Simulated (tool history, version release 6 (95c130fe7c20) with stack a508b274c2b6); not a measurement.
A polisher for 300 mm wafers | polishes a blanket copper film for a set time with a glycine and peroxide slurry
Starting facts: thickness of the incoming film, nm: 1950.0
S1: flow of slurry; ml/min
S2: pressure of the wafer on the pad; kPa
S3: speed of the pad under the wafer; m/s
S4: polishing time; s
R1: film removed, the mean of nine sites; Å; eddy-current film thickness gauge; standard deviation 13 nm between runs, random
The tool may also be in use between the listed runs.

{"run": 1, "hour": 0.0, "S1": 150, "S2": 20.7, "S3": 1.06, "S4": 112, "R1": 7937.0}
{"run": 2, "hour": 4.3, "S1": 150, "S2": 20.7, "S3": 0.9, "S4": 112, "R1": 7231.6}
{"run": 3, "hour": 10.4, "S1": 150, "S2": 20.7, "S3": 0.76, "S4": 112, "R1": 6487.4}
{"run": 4, "hour": 15.9, "S1": 150, "S2": 22.1, "S3": 0.76, "S4": 112, "R1": 6822.1}
{"run": 5, "hour": 18.5, "S1": 150, "S2": 24.1, "S3": 0.76, "S4": 112, "R1": 7249.0}
{"run": 6, "hour": 27.4, "S1": 150, "S2": 24.1, "S3": 0.76, "S4": 112, "R1": 7285.0}
{"run": 7, "hour": 35.3, "S1": 150, "S2": 24.8, "S3": 0.76, "S4": 112, "R1": 7504.1}

For run 8, what comes out?
{"run": 8, "hour": 37.4, "S1": 150, "S2": 25.5, "S3": 0.76, "S4": 112, "R1": "?"}

Logged for run 8: R1 7762.1 Å.
